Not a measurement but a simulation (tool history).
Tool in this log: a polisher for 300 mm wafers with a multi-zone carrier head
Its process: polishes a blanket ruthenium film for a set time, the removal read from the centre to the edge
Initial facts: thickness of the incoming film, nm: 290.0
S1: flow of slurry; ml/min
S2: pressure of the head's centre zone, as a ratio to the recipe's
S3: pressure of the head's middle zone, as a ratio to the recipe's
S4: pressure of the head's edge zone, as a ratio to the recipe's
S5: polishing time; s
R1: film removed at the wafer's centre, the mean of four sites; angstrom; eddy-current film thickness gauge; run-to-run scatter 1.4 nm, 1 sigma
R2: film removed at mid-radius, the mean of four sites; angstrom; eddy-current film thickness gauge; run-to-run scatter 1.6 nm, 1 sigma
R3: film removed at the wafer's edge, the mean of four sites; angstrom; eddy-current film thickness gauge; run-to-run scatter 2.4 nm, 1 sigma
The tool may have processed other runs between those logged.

run  hour   S1    S2    S3    S4  S5      R1      R2      R3
  1     0  320     1     1     1  75  1095.9  1112.8  1126.3
  2   5.8  325  1.03  1.01  1.02  79  1196.6  1181.5  1189.5
  3  10.2  325  1.05  1.01  1.04  82  1264.4  1218.2  1254.6
  4  11.9  325  1.05  1.01  1.04  72  1107.2  1067.8  1085.2
  5    15  325  1.05  1.06  1.04  72  1115.3  1097.6  1082.1
  6  20.8  325     1  1.06  1.04  72  1046.1  1085.4  1113.6
     25.7  -- worn pad replaced by a new one
  7  25.7  330  1.02  1.06  1.06  76  1243.8  1250.7  1231.3

Run 8 has not been measured yet. What should we expect?
  8  31.8  345  1.03  1.05  1.08  77   ?   ?   ?

R1: 1282 angstrom
R2: 1287.7 angstrom
R3: 1292 angstrom
